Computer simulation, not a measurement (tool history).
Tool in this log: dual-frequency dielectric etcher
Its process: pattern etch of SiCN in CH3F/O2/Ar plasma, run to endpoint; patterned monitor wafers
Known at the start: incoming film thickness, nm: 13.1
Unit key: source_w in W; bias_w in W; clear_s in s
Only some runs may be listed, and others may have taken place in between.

run	day	source_w	bias_w	clear_s
1	0	380	103	30.665
2	0.358	380	90	31.651
3	0.562	420	96	29.846
4	0.662	420	90	30.536
5	0.838	480	90	28.787
6	0.925	500	93	28.073
7	1.225	510	96	27.938

Predict the results of run 8:
8	1.312	520	100	?

{"run 8": {"clear_s": 27.418}}
